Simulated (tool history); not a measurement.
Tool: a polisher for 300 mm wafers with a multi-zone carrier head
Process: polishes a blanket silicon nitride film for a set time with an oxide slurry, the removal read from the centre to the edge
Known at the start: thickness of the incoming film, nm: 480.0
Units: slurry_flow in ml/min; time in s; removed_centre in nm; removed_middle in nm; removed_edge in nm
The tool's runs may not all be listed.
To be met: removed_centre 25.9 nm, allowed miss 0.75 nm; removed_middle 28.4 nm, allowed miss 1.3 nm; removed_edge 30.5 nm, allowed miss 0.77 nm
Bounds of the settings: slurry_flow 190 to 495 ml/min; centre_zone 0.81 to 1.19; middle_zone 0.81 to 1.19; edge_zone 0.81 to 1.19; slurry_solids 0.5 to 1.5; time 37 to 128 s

run  hour  slurry_flow  centre_zone  middle_zone  edge_zone  slurry_solids  time  removed_centre  removed_middle  removed_edge
  1     0          320            1            1          1              1    82          34.297          33.033        34.426
  2   2.3          320            1            1          1           0.95    82          33.483           32.88        33.451
  3   3.2          315         0.97         0.98       0.99           0.95    82          32.566          32.831        33.391
  4  11.9          310         0.95         0.96          1            0.9    82           30.96          31.184        32.554
  5  16.1          310         1.01         0.96          1            0.9    82          32.844          31.456        32.519
  6  19.1          310         0.98         0.96          1            0.9    82          32.197          32.104        32.485
  7  24.9          265         0.88         0.86       1.02           0.75    82           26.68          25.937         30.49
  8  27.8          265         0.87         0.88       1.02           0.75    82            26.1          26.865        29.854
  9  30.3          265         0.87         0.89       1.03           0.75    82          26.812          26.994        30.251

Which of these 4 next moves meets every target?
  A  32.8          240         0.88         0.97       1.11           0.75    80               ?               ?             ?
  B  32.8          195         0.82         0.81       0.93           0.85    84               ?               ?             ?
  C  32.8          280          0.9         0.95       0.98            0.8    84               ?               ?             ?
  D  32.8          245         0.93         0.82       0.98            0.9    77               ?               ?             ?

move  removed_centre  removed_middle  removed_edge
   A          25.955          28.253        30.621
   B          26.498          26.511        31.119
   C          28.984          30.369        31.644
   D          28.389          25.641        30.311
A: meets every target
B: brings the result that was furthest off to its target, and leaves another outside
C: further off than the last run
D: further off than the last run
The right move is A.
